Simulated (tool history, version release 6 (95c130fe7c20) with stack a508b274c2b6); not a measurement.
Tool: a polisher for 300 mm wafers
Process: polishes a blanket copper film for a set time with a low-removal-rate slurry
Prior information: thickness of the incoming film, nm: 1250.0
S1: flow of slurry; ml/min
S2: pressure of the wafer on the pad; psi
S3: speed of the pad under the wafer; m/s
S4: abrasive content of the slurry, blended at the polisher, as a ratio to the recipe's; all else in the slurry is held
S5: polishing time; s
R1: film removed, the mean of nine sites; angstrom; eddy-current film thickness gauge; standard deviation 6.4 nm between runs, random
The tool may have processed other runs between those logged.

| run | hour | S1 | S2 | S3 | S4 | S5 | R1 |
|---|---|---|---|---|---|---|---|
| 1 | 0.0 | 130 | 2.1 | 1.42 | 1.0 | 117 | 3419.0 |
| 2 | 3.6 | 130 | 2.1 | 1.42 | 1.0 | 122 | 3484.7 |
| 3 | 12.3 | 130 | 2.4 | 1.42 | 1.0 | 122 | 4117.3 |
| 4 | 19.6 | 130 | 2.4 | 1.20 | 1.0 | 122 | 3537.2 |
| 5 | 20.7 | 135 | 2.6 | 1.20 | 1.0 | 122 | 3838.0 |
| 6 | 28.7 | 135 | 2.7 | 1.22 | 1.0 | 122 | 4041.0 |
| 7 | 29.8 | 155 | 3.2 | 1.32 | 1.0 | 122 | 5199.3 |

Predict the results of run 8:
| 8 | 30.3 | 155 | 3.2 | 1.34 | 1.0 | 122 | ? |

{"run 8": {"R1": 5197.1}}
